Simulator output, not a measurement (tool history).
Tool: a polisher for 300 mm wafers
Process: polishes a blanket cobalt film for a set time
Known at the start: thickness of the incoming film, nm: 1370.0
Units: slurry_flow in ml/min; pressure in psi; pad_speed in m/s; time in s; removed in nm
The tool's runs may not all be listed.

run 1 hour=0.0 | slurry_flow=320 pressure=1.8 pad_speed=0.96 time=57 | removed=282.83
run 2 hour=0.6 | slurry_flow=320 pressure=1.9 pad_speed=0.96 time=57 | removed=296.81
run 3 hour=1.2 | slurry_flow=390 pressure=1.9 pad_speed=0.96 time=57 | removed=300.76
run 4 hour=9.0 | slurry_flow=390 pressure=2.2 pad_speed=0.96 time=57 | removed=348.62
run 5 hour=17.2 | slurry_flow=390 pressure=2.0 pad_speed=0.96 time=57 | removed=314.29
run 6 hour=24.0 | slurry_flow=390 pressure=1.6 pad_speed=0.96 time=57 | removed=253.01
run 7 hour=28.5 | slurry_flow=390 pressure=1.8 pad_speed=0.96 time=57 | removed=281.32
run 8 hour=35.1 | slurry_flow=390 pressure=1.9 pad_speed=0.96 time=57 | removed=297.19
run 9 hour=41.9 | slurry_flow=390 pressure=2.0 pad_speed=0.96 time=57 | removed=317.56
run 10 hour=43.3 | slurry_flow=390 pressure=2.1 pad_speed=0.96 time=57 | removed=329.56

Forecast run 11:
run 11 hour=46.0 | slurry_flow=390 pressure=2.2 pad_speed=0.96 time=57 | removed=?

removed: 345.72 nm
